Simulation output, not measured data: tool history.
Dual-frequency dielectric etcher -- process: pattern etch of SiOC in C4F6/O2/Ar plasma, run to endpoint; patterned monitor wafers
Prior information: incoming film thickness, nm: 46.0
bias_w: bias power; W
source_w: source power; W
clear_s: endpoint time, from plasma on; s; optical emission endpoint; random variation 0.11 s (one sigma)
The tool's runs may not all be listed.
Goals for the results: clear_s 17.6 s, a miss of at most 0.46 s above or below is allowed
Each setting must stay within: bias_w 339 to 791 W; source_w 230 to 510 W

run  hour  bias_w  source_w  clear_s
  1     0     565       370   14.156
  2   1.3     541       360   14.694
  3   9.5     541       420   13.452
  4  15.2     591       420   13.129
  5  17.1     591       370   14.024
  6  23.6     515       370   14.622
  7  31.5     498       360   14.981
  8    36     483       350   15.458
  9  40.9     469       350   15.675
 10  42.3     469       350   15.577
     48.1  -- wet clean of the chamber
 11  48.1     356       290   19.812
 12  53.3     368       290   19.478
 13  59.1     368       290   19.762

Below are 5 possible settings for the next run. Only one of them brings all results inside the allowed miss of their targets. Which is it?
  A  64.9     378       230        ?
  B  64.9     370       310        ?
  C  64.9     339       250        ?
  D  64.9     387       340        ?
  E  64.9     339       270        ?

move  clear_s
   A   23.668
   B   18.892
   C   22.831
   D   17.526
   E   21.473
A: misses by more than the last run did
B: an improvement on the last run, though not all results are within tolerance
C: misses by more than the last run did
D: in spec on every target
E: misses by more than the last run did
The move that meets every target is D.
